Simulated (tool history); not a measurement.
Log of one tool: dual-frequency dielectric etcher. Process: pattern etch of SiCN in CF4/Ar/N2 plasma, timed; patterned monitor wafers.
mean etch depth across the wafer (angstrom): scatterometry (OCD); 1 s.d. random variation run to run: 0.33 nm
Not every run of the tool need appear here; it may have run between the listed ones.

| run | day | source power (W) | bias power (W) | Ar flow (sccm) | CF4 flow (sccm) | etch time (s) | mean etch depth across the wafer (angstrom) |
|---|---|---|---|---|---|---|---|
| 1 | 0.000 | 320 | 65 | 84 | 50 | 113.5 | 708.59 |
| 2 | 0.212 | 310 | 65 | 84 | 50 | 113.5 | 685.82 |
| 3 | 0.350 | 310 | 65 | 84 | 50 | 118.5 | 718.11 |
| 4 | 0.679 | 300 | 65 | 84 | 50 | 118.5 | 701.41 |
| 5 | 0.804 | 300 | 65 | 84 | 50 | 118.5 | 696.95 |
| 6 | 1.117 | 300 | 65 | 74 | 50 | 118.5 | 706.67 |
| 7 | 1.250 | 290 | 65 | 74 | 50 | 118.5 | 687.44 |

What does the tool deliver on the next run?
| 8 | 1.404 | 280 | 65 | 74 | 50 | 118.5 | ? |

{"run 8": {"mean etch depth across the wafer (angstrom)": 668.78}}
